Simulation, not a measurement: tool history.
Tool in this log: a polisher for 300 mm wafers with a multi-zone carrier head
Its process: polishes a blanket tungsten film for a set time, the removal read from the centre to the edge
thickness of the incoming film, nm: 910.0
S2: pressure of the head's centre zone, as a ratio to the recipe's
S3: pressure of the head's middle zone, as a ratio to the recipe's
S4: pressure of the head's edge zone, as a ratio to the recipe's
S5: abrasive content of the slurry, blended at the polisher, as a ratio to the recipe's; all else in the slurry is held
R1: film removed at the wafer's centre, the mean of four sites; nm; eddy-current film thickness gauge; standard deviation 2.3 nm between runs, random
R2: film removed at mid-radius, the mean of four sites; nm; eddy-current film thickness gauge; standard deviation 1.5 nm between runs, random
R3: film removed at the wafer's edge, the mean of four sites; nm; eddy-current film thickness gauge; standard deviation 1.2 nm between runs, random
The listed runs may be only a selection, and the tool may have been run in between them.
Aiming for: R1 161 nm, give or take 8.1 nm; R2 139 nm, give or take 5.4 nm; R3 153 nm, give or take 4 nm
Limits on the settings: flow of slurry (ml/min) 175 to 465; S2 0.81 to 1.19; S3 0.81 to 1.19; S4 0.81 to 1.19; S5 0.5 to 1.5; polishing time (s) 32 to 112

Run 1, hour 0: flow of slurry (ml/min) 295, S2 1, S3 1, S4 1, S5 1, polishing time (s) 72. Result: R1 262.18 nm, R2 266.16 nm, R3 270.7 nm.
Run 2, hour 3.3: flow of slurry (ml/min) 290, S2 1, S3 0.97, S4 0.98, S5 0.9, polishing time (s) 67. Result: R1 245.52 nm, R2 234.92 nm, R3 242.14 nm.
Run 3, hour 11.6: flow of slurry (ml/min) 285, S2 0.98, S3 0.95, S4 0.97, S5 0.85, polishing time (s) 64. Result: R1 224.29 nm, R2 215.84 nm, R3 225.63 nm.
Run 4, hour 17.4: flow of slurry (ml/min) 285, S2 1.06, S3 0.95, S4 0.97, S5 0.85, polishing time (s) 64. Result: R1 244.27 nm, R2 216.88 nm, R3 229.21 nm.
Run 5, hour 22.7: flow of slurry (ml/min) 285, S2 1.06, S3 1.02, S4 0.97, S5 0.85, polishing time (s) 64. Result: R1 241.91 nm, R2 231.38 nm, R3 228.36 nm.
Run 6, hour 29.8: flow of slurry (ml/min) 285, S2 1.12, S3 1.02, S4 0.97, S5 0.85, polishing time (s) 64. Result: R1 256.89 nm, R2 229.49 nm, R3 230.84 nm.
Run 7, hour 30.7: flow of slurry (ml/min) 250, S2 1.02, S3 0.92, S4 0.88, S5 0.6, polishing time (s) 44. Result: R1 146.57 nm, R2 136.39 nm, R3 138.37 nm.
Run 8, hour 32.9: flow of slurry (ml/min) 260, S2 1.02, S3 0.92, S4 0.9, S5 0.6, polishing time (s) 44. Result: R1 146.03 nm, R2 135.84 nm, R3 142.33 nm.
Run 9, hour 35.1: flow of slurry (ml/min) 270, S2 1.03, S3 0.92, S4 0.91, S5 0.6, polishing time (s) 44. Result: R1 150.43 nm, R2 132.3 nm, R3 141.23 nm.
Run 10, hour 39.7: flow of slurry (ml/min) 270, S2 1.03, S3 0.93, S4 0.92, S5 0.6, polishing time (s) 44. Result: R1 152.95 nm, R2 137.17 nm, R3 142.62 nm.

Exactly one of the 5 candidate moves below puts every result within its allowed miss. Which one?
Run A, hour 44.3: flow of slurry (ml/min) 305, S2 1.16, S3 0.86, S4 1.02, S5 0.6, polishing time (s) 43. Result: R1 ?, R2 ?, R3 ?.
Run B, hour 44.3: flow of slurry (ml/min) 325, S2 1.14, S3 0.81, S4 1.01, S5 0.65, polishing time (s) 46. Result: R1 ?, R2 ?, R3 ?.
Run C, hour 44.3: flow of slurry (ml/min) 220, S2 1.06, S3 0.89, S4 0.96, S5 0.85, polishing time (s) 44. Result: R1 ?, R2 ?, R3 ?.
Run D, hour 44.3: flow of slurry (ml/min) 280, S2 1.06, S3 0.81, S4 0.93, S5 0.6, polishing time (s) 50. Result: R1 ?, R2 ?, R3 ?.
Run E, hour 44.3: flow of slurry (ml/min) 305, S2 1.12, S3 0.96, S4 0.96, S5 0.75, polishing time (s) 41. Result: R1 ?, R2 ?, R3 ?.

move      R1      R2      R3
   A  166.18  125.32  147.33
   B  178.59  130.35  160.09
   C  160.59  136.32  152.69
   D  175.65  137.67  163.29
   E  160.08  136.71  142.41
A: about as far from the targets as the last run
B: moves the result that the last run missed by most past its target, out the other side
C: every result lands within tolerance
D: moves the result that the last run missed by most past its target, out the other side
E: about as far from the targets as the last run
The move that meets every target is C.
